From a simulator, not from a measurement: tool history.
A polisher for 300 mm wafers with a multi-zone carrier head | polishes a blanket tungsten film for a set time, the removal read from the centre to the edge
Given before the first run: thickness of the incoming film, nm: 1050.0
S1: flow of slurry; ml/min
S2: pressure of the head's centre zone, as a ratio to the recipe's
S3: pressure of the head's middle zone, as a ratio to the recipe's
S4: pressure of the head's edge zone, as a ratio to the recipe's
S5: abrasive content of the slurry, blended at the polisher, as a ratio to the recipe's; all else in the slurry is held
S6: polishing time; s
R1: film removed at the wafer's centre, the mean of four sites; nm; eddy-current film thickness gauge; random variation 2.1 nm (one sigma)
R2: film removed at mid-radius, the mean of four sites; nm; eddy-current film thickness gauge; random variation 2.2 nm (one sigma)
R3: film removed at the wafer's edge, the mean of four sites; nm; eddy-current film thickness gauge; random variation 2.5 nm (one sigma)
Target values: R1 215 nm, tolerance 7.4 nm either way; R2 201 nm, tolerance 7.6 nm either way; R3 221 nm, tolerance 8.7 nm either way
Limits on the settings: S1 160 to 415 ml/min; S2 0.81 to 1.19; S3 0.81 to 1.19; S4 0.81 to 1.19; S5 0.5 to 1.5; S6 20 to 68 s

Run 1, day 0: S1 265 ml/min, S2 1, S3 1, S4 1, S5 1, S6 44 s. Result: R1 302.19 nm, R2 303.32 nm, R3 295.98 nm.
Run 2, day 0.171: S1 260 ml/min, S2 0.99, S3 0.98, S4 0.99, S5 0.95, S6 43 s. Result: R1 288.81 nm, R2 284.13 nm, R3 290.72 nm.
Run 3, day 0.212: S1 260 ml/min, S2 0.99, S3 0.98, S4 0.95, S5 0.95, S6 43 s. Result: R1 286.97 nm, R2 281.64 nm, R3 282.59 nm.
Run 4, day 0.388: S1 260 ml/min, S2 0.99, S3 0.97, S4 0.94, S5 0.9, S6 42 s. Result: R1 283.97 nm, R2 270.68 nm, R3 277.38 nm.
Run 5, day 0.75: S1 260 ml/min, S2 0.98, S3 0.97, S4 0.93, S5 0.85, S6 41 s. Result: R1 271.91 nm, R2 268.03 nm, R3 257.99 nm.
Run 6, day 0.779: S1 260 ml/min, S2 0.98, S3 0.97, S4 0.98, S5 0.85, S6 41 s. Result: R1 274.11 nm, R2 266.58 nm, R3 269.35 nm.
Run 7, day 1.129: S1 255 ml/min, S2 0.96, S3 0.95, S4 0.97, S5 0.8, S6 40 s. Result: R1 254.17 nm, R2 258.78 nm, R3 256.96 nm.
Run 8, day 1.379: S1 240 ml/min, S2 1, S3 0.85, S4 1.04, S5 0.55, S6 34 s. Result: R1 214.16 nm, R2 187.07 nm, R3 211.18 nm.
Run 9, day 1.688: S1 245 ml/min, S2 1, S3 0.86, S4 1.04, S5 0.55, S6 34 s. Result: R1 215.35 nm, R2 194.74 nm, R3 217.86 nm.
Run 10, day 1.812: S1 245 ml/min, S2 1, S3 0.86, S4 1.04, S5 0.55, S6 34 s. Result: R1 217.5 nm, R2 190.6 nm, R3 216.18 nm.

Pick the move, out of 5, that brings all results within their allowed miss; only one does.
Run A, day 1.938: S1 245 ml/min, S2 1.1, S3 0.85, S4 1.05, S5 0.55, S6 32 s. Result: R1 ?, R2 ?, R3 ?.
Run B, day 1.938: S1 245 ml/min, S2 0.98, S3 0.89, S4 1.04, S5 0.5, S6 35 s. Result: R1 ?, R2 ?, R3 ?.
Run C, day 1.938: S1 180 ml/min, S2 1.08, S3 0.81, S4 1, S5 0.95, S6 32 s. Result: R1 ?, R2 ?, R3 ?.
Run D, day 1.938: S1 260 ml/min, S2 1.04, S3 0.81, S4 1.13, S5 0.6, S6 32 s. Result: R1 ?, R2 ?, R3 ?.
Run E, day 1.938: S1 240 ml/min, S2 1.01, S3 0.99, S4 0.98, S5 0.5, S6 33 s. Result: R1 ?, R2 ?, R3 ?.

move      R1      R2      R3
   A  218.83  185.25  208.36
   B  211.06  206.39  224.57
   C  217.03  183.13  209.53
   D  210.46  183.22  219.57
   E  204.61  207.13  205.08
A: further off than the last run
B: meets every target
C: further off than the last run
D: further off than the last run
E: brings the last run's worst result on target, with another outside its allowed miss
So the answer is move B, the one that meets all the targets.

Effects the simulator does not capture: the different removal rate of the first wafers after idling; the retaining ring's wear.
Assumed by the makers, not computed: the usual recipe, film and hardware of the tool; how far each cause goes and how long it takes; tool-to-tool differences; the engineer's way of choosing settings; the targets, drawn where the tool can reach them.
